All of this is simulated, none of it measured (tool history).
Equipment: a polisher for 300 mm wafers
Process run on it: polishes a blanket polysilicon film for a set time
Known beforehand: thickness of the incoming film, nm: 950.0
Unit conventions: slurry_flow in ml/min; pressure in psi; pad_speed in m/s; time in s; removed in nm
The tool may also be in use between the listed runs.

run 1 hour=0.0 | slurry_flow=140 pressure=3.0 pad_speed=1.26 time=20 | removed=266.52
run 2 hour=3.7 | slurry_flow=145 pressure=3.1 pad_speed=1.26 time=20 | removed=268.88
run 3 hour=8.3 | slurry_flow=145 pressure=3.1 pad_speed=1.26 time=18 | removed=245.61
run 4 hour=11.0 | slurry_flow=145 pressure=3.3 pad_speed=1.26 time=18 | removed=252.36
run 5 hour=12.6 | slurry_flow=145 pressure=2.9 pad_speed=1.26 time=18 | removed=233.45
run 6 hour=15.8 | slurry_flow=145 pressure=2.9 pad_speed=1.46 time=18 | removed=272.16
run 7 hour=24.6 | slurry_flow=145 pressure=3.1 pad_speed=1.46 time=18 | removed=283.60

Forecast run 8:
run 8 hour=30.2 | slurry_flow=145 pressure=3.2 pad_speed=1.46 time=18 | removed=?

Run 8 measured removed 286.36 nm.

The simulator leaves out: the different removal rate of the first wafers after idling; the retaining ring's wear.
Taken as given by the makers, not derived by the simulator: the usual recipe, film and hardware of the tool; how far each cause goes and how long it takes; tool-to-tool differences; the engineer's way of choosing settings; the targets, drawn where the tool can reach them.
